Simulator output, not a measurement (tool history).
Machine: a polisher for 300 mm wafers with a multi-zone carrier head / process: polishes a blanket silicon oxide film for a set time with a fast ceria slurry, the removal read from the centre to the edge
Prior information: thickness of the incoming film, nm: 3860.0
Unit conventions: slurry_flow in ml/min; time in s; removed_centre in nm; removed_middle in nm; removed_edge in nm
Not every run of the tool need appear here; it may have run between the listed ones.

Run 1, hour 0.0: slurry_flow 220 ml/min, centre_zone 1.00, middle_zone 1.00, edge_zone 1.00, time 65 s. Result: removed_centre 781.28 nm, removed_middle 797.01 nm, removed_edge 794.67 nm.
Run 2, hour 4.3: slurry_flow 220 ml/min, centre_zone 1.00, middle_zone 1.00, edge_zone 1.00, time 49 s. Result: removed_centre 609.73 nm, removed_middle 609.31 nm, removed_edge 602.36 nm.
Run 3, hour 9.2: slurry_flow 230 ml/min, centre_zone 1.02, middle_zone 1.02, edge_zone 1.01, time 51 s. Result: removed_centre 642.77 nm, removed_middle 646.37 nm, removed_edge 638.68 nm.
Run 4, hour 12.2: slurry_flow 235 ml/min, centre_zone 1.04, middle_zone 1.03, edge_zone 1.00, time 53 s. Result: removed_centre 676.69 nm, removed_middle 671.84 nm, removed_edge 656.76 nm.
Run 5, hour 19.1: slurry_flow 240 ml/min, centre_zone 1.06, middle_zone 1.05, edge_zone 0.99, time 55 s. Result: removed_centre 715.88 nm, removed_middle 711.43 nm, removed_edge 679.55 nm.
Run 6, hour 21.3: slurry_flow 245 ml/min, centre_zone 1.08, middle_zone 1.06, edge_zone 0.99, time 57 s. Result: removed_centre 760.11 nm, removed_middle 753.47 nm, removed_edge 705.62 nm.
Run 7, hour 22.2: slurry_flow 250 ml/min, centre_zone 1.09, middle_zone 1.07, edge_zone 0.99, time 58 s. Result: removed_centre 790.80 nm, removed_middle 756.27 nm, removed_edge 718.96 nm.
Run 8, hour 26.3: slurry_flow 255 ml/min, centre_zone 1.10, middle_zone 1.08, edge_zone 0.99, time 59 s. Result: removed_centre 809.86 nm, removed_middle 810.32 nm, removed_edge 734.55 nm.

Predict the results of run 9:
Run 9, hour 31.0: slurry_flow 260 ml/min, centre_zone 1.11, middle_zone 1.08, edge_zone 1.00, time 60 s. Result: removed_centre ?, removed_middle ?, removed_edge ?.

Run 9 came out at removed_centre 845.64 nm, removed_middle 798.01 nm, removed_edge 756.20 nm.
